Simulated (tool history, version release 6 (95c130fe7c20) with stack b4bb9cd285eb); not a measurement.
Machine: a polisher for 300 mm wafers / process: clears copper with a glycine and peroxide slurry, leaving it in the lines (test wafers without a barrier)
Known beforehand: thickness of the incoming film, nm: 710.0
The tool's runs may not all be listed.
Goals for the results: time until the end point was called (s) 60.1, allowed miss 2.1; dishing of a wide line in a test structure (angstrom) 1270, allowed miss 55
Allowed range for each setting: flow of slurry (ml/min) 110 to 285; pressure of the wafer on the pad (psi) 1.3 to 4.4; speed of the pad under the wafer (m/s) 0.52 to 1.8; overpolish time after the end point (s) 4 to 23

run,hour,flow of slurry (ml/min),pressure of the wafer on the pad (psi),speed of the pad under the wafer (m/s),overpolish time after the end point (s),time until the end point was called (s),dishing of a wide line in a test structure (angstrom)
1,0,180,2.8,1.16,12,88.044,635.43
2,4.9,225,2.8,1.16,12,85.052,644.4
3,7.2,225,2.8,1.4,12,73.441,710.61
4,13.5,220,3,1.4,13,69.137,806.76
5,21.8,220,3,1.14,13,81.765,722.37
6,30.1,200,3,1.14,13,82.708,732.55
7,37.8,200,3.3,1.14,14,76.83,803.95
8,40.3,200,3.5,1.14,15,72.105,902.15
9,48.5,200,3.6,1.14,16,71.149,946.62
10,50.6,200,3.7,1.14,17,69.779,1024
11,59.2,200,3.8,1.14,17,67.186,1028.9
# hour 63.2: head pressure recalibrated
12,63.2,210,4.2,1.16,19,62.564,1167.6

Which single option among these 5 for the next run brings every result within its allowed miss of target? Just one does.
A,67.2,225,4.2,1.14,22,?,?
B,67.2,190,4.1,1.22,19,?,?
C,67.2,195,4.1,1.2,22,?,?
D,67.2,190,4.4,1.36,15,?,?
E,67.2,190,4.3,1.26,20,?,?

move,time until the end point was called (s),dishing of a wide line in a test structure (angstrom)
A,64.402,1264.4
B,63.423,1160.6
C,64.08,1262.5
D,54.711,1101.2
E,59.286,1255
A: brings the last run's worst result on target, with another outside its allowed miss
B: further off than the last run
C: brings the last run's worst result on target, with another outside its allowed miss
D: further off than the last run
E: hits every target within its allowed miss
The right move is E.

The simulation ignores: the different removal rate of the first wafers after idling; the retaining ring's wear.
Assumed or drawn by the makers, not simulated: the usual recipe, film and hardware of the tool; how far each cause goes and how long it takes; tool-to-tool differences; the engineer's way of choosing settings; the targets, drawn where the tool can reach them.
